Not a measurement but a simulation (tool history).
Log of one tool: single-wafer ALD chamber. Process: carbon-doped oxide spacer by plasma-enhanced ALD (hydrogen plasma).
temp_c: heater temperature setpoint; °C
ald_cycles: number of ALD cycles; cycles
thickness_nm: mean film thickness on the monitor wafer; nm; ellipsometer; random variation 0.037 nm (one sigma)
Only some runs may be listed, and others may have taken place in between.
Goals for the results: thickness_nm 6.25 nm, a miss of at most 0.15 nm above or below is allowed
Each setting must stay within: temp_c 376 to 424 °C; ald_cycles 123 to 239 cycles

| run | hour | temp_c | ald_cycles | thickness_nm |
|---|---|---|---|---|
| 1 | 0 | 400 | 181 | 8.9419 |
| 2 | 5.4 | 391 | 181 | 8.9145 |
| 3 | 8.7 | 383 | 181 | 8.8622 |
| 4 | 16.2 | 383 | 199 | 9.7229 |
| 5 | 22.8 | 382 | 186 | 9.1859 |
| 6 | 24.2 | 391 | 186 | 9.192 |
| 7 | 26.9 | 388 | 175 | 8.551 |
| 8 | 30.3 | 387 | 166 | 8.177 |
| 9 | 38.4 | 385 | 159 | 7.7284 |
| 10 | 45.7 | 385 | 153 | 7.4789 |
| 11 | 54.7 | 385 | 148 | 7.3094 |
| 12 | 55.6 | 383 | 144 | 7.0858 |
| 13 | 59.5 | 385 | 123 | 5.9692 |
| 14 | 63.6 | 385 | 124 | 6.0644 |

Which one of the following 4 next-run settings gets every result inside its allowed miss? There is exactly one.
| A | 67.7 | 388 | 127 | ? |
| B | 67.7 | 379 | 134 | ? |
| C | 67.7 | 382 | 123 | ? |
| D | 67.7 | 381 | 123 | ? |

| move | thickness_nm |
|---|---|
| A | 6.2289 |
| B | 6.5723 |
| C | 6.0328 |
| D | 6.0328 |
A: in spec on every target
B: takes the biggest miss from the last run beyond its target
C: further off than the last run
D: further off than the last run
So the answer is move A, the one that meets all the targets.

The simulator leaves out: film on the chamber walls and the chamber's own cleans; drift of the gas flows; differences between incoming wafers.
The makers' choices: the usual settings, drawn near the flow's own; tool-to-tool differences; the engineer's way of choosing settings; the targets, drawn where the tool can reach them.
